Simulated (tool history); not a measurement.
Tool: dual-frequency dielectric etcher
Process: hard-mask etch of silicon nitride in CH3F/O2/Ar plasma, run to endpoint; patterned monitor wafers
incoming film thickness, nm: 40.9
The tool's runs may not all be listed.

{"run": 1, "hour": 0.0, "source power (kW)": 0.51, "bias power (kW)": 0.094, "endpoint time (s)": 48.092}
{"run": 2, "hour": 8.0, "source power (kW)": 0.47, "bias power (kW)": 0.087, "endpoint time (s)": 51.908}
{"run": 3, "hour": 13.8, "source power (kW)": 0.42, "bias power (kW)": 0.087, "endpoint time (s)": 55.843}
{"run": 4, "hour": 18.0, "source power (kW)": 0.4, "bias power (kW)": 0.086, "endpoint time (s)": 58.159}
{"run": 5, "hour": 18.9, "source power (kW)": 0.4, "bias power (kW)": 0.102, "endpoint time (s)": 52.711}
{"run": 6, "hour": 25.3, "source power (kW)": 0.34, "bias power (kW)": 0.102, "endpoint time (s)": 59.534}
{"run": 7, "hour": 30.1, "source power (kW)": 0.33, "bias power (kW)": 0.1, "endpoint time (s)": 62.011}

The next listed run, before its measurement:
{"run": 8, "hour": 35.5, "source power (kW)": 0.3, "bias power (kW)": 0.091, "endpoint time (s)": "?"}

{"run 8": {"endpoint time (s)": 71.201}}
